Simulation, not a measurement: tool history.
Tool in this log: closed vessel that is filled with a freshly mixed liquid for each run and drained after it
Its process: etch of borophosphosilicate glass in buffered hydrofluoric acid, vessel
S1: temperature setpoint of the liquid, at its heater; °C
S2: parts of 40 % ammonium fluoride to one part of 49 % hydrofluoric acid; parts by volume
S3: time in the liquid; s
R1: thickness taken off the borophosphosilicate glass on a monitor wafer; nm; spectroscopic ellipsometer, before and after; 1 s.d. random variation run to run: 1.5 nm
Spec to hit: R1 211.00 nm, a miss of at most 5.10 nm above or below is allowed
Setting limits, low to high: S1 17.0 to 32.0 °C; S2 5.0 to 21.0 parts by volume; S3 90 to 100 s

run,hour,S1,S2,S3,R1
1,0.0,25.0,13.0,90,121.26
2,5.7,25.0,11.5,90,138.83
3,9.6,26.5,11.5,90,150.41
4,17.4,26.5,11.5,100,163.56
5,23.8,28.0,11.5,100,179.12
6,29.8,28.0,11.5,90,159.62
7,37.0,29.0,11.0,90,177.75
8,45.8,30.0,11.0,90,186.34
9,53.4,30.5,11.0,90,191.62
10,61.5,31.0,11.0,90,196.48
11,62.7,31.0,11.0,90,195.97
12,65.8,31.5,11.0,90,202.11

4 candidate next runs follow, results not yet known. Just one meets every target within its allowed miss. Identify it.
A,68.9,31.0,11.5,100,?
B,68.9,32.0,11.5,90,?
C,68.9,32.0,12.0,95,?
D,68.9,30.5,11.0,95,?

move,R1
A,209.41
B,198.44
C,200.91
D,202.48
A: every result within its allowed miss
B: moves away from the targets compared with the last run
C: moves away from the targets compared with the last run
D: neither nearer nor further off than the last run
Answer: A

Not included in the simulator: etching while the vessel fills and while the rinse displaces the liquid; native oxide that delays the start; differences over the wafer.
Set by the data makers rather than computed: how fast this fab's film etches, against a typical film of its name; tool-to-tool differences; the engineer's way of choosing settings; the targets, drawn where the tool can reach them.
